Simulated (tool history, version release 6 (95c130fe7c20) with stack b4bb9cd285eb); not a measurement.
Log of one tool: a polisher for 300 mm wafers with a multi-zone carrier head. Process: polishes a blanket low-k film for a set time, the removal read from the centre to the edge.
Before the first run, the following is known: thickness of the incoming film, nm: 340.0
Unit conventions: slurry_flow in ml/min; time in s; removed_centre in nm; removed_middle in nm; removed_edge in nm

run 1 hour=0.0 | slurry_flow=200 centre_zone=1.00 middle_zone=1.00 edge_zone=1.00 slurry_solids=1.00 time=36 | removed_centre=9.1526 removed_middle=9.6137 removed_edge=8.9799
run 2 hour=5.5 | slurry_flow=200 centre_zone=1.00 middle_zone=1.00 edge_zone=1.00 slurry_solids=1.15 time=36 | removed_centre=9.6342 removed_middle=9.7728 removed_edge=9.4309
run 3 hour=12.0 | slurry_flow=200 centre_zone=1.00 middle_zone=0.95 edge_zone=1.00 slurry_solids=1.15 time=36 | removed_centre=9.8061 removed_middle=9.2478 removed_edge=9.5296
run 4 hour=14.1 | slurry_flow=205 centre_zone=0.99 middle_zone=0.97 edge_zone=1.02 slurry_solids=1.15 time=36 | removed_centre=9.6100 removed_middle=9.5371 removed_edge=9.5021
run 5 hour=21.0 | slurry_flow=205 centre_zone=0.98 middle_zone=0.98 edge_zone=1.03 slurry_solids=1.20 time=36 | removed_centre=9.5714 removed_middle=9.9418 removed_edge=9.7756
run 6 hour=23.5 | slurry_flow=205 centre_zone=0.98 middle_zone=0.98 edge_zone=1.03 slurry_solids=1.20 time=27 | removed_centre=7.1840 removed_middle=7.2592 removed_edge=7.3837

What does the tool deliver on the next run?
run 7 hour=31.5 | slurry_flow=205 centre_zone=0.97 middle_zone=0.99 edge_zone=1.04 slurry_solids=1.25 time=28 | removed_centre=? removed_middle=? removed_edge=?

removed_centre: 7.4998 nm
removed_middle: 7.8575 nm
removed_edge: 7.6697 nm

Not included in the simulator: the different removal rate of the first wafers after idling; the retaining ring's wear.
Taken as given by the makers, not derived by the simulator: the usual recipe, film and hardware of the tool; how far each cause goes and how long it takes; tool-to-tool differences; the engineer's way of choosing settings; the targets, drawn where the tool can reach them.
